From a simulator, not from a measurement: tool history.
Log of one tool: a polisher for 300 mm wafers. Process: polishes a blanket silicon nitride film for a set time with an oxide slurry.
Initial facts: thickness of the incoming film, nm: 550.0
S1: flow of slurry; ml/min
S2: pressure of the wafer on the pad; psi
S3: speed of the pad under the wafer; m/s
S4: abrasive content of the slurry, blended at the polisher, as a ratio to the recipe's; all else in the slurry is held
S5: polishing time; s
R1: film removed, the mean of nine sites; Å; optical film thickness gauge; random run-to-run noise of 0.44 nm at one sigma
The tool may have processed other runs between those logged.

Run 1, hour 0.0: S1 170 ml/min, S2 4.0 psi, S3 0.90 m/s, S4 1.0, S5 64 s. Result: R1 368.80 Å.
Run 2, hour 0.9: S1 180 ml/min, S2 4.4 psi, S3 0.90 m/s, S4 1.0, S5 64 s. Result: R1 408.05 Å.
Run 3, hour 9.1: S1 140 ml/min, S2 4.4 psi, S3 0.90 m/s, S4 1.0, S5 64 s. Result: R1 390.31 Å.
Run 4, hour 13.8: S1 175 ml/min, S2 4.4 psi, S3 0.90 m/s, S4 1.0, S5 64 s. Result: R1 398.19 Å.
Run 5, hour 20.4: S1 175 ml/min, S2 4.4 psi, S3 1.10 m/s, S4 1.0, S5 64 s. Result: R1 469.97 Å.
Run 6, hour 23.8: S1 175 ml/min, S2 4.4 psi, S3 1.10 m/s, S4 1.1, S5 64 s. Result: R1 486.68 Å.
Run 7, hour 24.5: S1 180 ml/min, S2 4.6 psi, S3 1.10 m/s, S4 1.1, S5 64 s. Result: R1 510.21 Å.
Run 8, hour 26.9: S1 185 ml/min, S2 4.8 psi, S3 1.10 m/s, S4 1.1, S5 64 s. Result: R1 527.97 Å.
Run 9, hour 35.2: S1 190 ml/min, S2 5.0 psi, S3 1.10 m/s, S4 1.1, S5 64 s. Result: R1 559.77 Å.
Run 10, hour 41.2: S1 195 ml/min, S2 5.1 psi, S3 1.10 m/s, S4 1.1, S5 64 s. Result: R1 573.77 Å.
Run 11, hour 44.3: S1 200 ml/min, S2 5.2 psi, S3 1.10 m/s, S4 1.1, S5 64 s. Result: R1 574.11 Å.
Run 12, hour 46.5: S1 200 ml/min, S2 5.3 psi, S3 1.10 m/s, S4 1.1, S5 64 s. Result: R1 584.09 Å.
Run 13, hour 53.8: S1 200 ml/min, S2 5.4 psi, S3 1.10 m/s, S4 1.1, S5 64 s. Result: R1 590.83 Å.

Expected results for the next run?
Run 14, hour 56.0: S1 200 ml/min, S2 5.5 psi, S3 1.10 m/s, S4 1.1, S5 64 s. Result: R1 ?.

{"run 14": {"R1": 607.47}}

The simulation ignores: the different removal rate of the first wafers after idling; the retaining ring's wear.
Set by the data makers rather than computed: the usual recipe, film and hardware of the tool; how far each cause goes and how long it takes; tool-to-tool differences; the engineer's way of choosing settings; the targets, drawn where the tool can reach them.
